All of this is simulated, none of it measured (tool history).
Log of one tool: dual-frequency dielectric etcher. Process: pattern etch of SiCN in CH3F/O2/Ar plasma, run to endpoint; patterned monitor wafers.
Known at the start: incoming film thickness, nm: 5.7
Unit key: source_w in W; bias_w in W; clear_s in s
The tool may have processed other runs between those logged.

run	day	source_w	bias_w	clear_s
1	0	410	82	13.82
2	0.217	340	82	14.732
3	0.392	340	91	14.233
4	0.546	370	94	13.532
5	0.783	370	89	13.967
6	0.942	370	102	13.2
7	1.217	380	103	13.108
8	1.254	390	104	12.9

What does the tool deliver on the next run?
9	1.512	400	105	?

For run 9 the tool returned clear_s 12.72 s.

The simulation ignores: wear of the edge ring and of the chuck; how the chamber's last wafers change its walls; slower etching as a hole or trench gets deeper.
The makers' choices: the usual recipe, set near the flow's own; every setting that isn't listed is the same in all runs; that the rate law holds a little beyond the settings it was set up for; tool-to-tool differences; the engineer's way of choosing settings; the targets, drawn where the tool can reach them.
